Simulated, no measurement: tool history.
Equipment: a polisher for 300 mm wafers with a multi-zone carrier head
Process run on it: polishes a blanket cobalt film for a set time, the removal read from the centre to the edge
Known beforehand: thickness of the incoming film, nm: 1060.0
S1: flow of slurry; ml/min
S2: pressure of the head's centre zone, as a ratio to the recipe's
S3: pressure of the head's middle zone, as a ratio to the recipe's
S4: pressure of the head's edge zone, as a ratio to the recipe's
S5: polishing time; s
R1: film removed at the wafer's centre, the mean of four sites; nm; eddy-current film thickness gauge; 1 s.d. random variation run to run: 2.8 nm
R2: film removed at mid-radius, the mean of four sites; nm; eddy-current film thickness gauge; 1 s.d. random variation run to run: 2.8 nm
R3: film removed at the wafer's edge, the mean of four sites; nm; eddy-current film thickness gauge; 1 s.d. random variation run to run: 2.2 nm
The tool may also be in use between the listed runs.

run,hour,S1,S2,S3,S4,S5,R1,R2,R3
1,0.0,235,1.00,1.00,1.00,34,150.84,145.38,146.46
2,2.9,240,1.04,0.98,1.04,37,169.01,157.44,163.25
3,6.0,245,1.08,0.95,1.06,40,189.62,167.56,179.79
4,11.7,250,1.11,0.94,1.08,42,202.28,177.86,190.51
5,17.6,255,1.13,0.91,1.09,44,218.79,178.28,200.23
6,20.6,255,1.13,0.91,1.06,44,221.25,183.46,196.43

Forecast run 7:
7,22.3,260,1.15,0.91,1.08,45,?,?,?

For run 7 the tool returned R1 222.56 nm, R2 181.78 nm, R3 205.42 nm.

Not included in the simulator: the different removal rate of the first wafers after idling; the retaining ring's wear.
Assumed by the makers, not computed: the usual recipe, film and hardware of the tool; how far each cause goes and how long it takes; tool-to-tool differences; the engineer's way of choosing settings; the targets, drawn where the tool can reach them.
